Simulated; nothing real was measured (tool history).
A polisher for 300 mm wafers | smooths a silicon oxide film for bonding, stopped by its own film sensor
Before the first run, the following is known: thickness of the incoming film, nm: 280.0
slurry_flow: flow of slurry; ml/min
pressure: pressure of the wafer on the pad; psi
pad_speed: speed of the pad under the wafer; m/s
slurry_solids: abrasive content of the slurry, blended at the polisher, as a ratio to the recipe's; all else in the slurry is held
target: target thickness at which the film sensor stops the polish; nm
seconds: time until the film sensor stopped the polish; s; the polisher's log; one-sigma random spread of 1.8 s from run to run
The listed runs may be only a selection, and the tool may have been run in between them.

run,hour,slurry_flow,pressure,pad_speed,slurry_solids,target,seconds
1,0,185,2.3,1.08,1,213,104.28
2,8.7,185,2.1,1.08,1,213,113.7
3,11.3,185,2.5,1.08,1,213,97.432
4,13.1,185,2,1.08,1,213,120.54
5,20,185,1.9,1.08,1,213,123.55
6,28.7,185,1.8,1.08,1,213,132.35
7,30.7,185,1.7,1.08,1,213,142.42

Run 8 comes next. What will it give?
# hour 32.9: slurry blender recalibrated
8,32.9,175,1.2,1.06,1,213,?

seconds: 154.09 s
